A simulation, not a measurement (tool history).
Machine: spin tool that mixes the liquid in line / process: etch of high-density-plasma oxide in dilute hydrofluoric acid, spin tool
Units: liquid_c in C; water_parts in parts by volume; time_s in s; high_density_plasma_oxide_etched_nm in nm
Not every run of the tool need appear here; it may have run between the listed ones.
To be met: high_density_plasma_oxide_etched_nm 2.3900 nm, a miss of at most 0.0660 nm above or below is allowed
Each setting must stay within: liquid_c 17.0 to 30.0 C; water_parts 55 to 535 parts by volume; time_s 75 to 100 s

run    day  liquid_c  water_parts  time_s  high_density_plasma_oxide_etched_nm
  1  0.000      22.0          295     100                               1.7363
  2  0.146      22.0          295      75                               1.2864
  3  0.246      24.0          270      75                               1.5766
  4  0.512      24.0          270      75                               1.5612
     0.817  -- thermometer replaced
  5  0.817      25.5          245      75                               1.7788
  6  1.083      26.5          225      75                               2.0360
  7  1.133      27.5          220      75                               2.1774
  8  1.200      28.0          220      75                               2.2008
  9  1.362      28.5          220      75                               2.2289

Consider the 5 candidate settings below. Which is the only one whose results all fall within their allowed miss of target?
  A  1.525      29.5          215      75                                    ?
  B  1.525      25.5          265     100                                    ?
  C  1.525      29.0          250      80                                    ?
  D  1.525      27.0          210      75                                    ?
  E  1.525      29.0          230      75                                    ?

move  high_density_plasma_oxide_etched_nm
   A                               2.3918
   B                               2.1312
   C                               2.0710
   D                               2.2571
   E                               2.1594
A: in spec on every target
B: its largest miss is bigger than the last run's
C: its largest miss is bigger than the last run's
D: moves toward the targets from the last run without getting all of them in spec
E: its largest miss is bigger than the last run's
So the answer is move A, the one that meets all the targets.

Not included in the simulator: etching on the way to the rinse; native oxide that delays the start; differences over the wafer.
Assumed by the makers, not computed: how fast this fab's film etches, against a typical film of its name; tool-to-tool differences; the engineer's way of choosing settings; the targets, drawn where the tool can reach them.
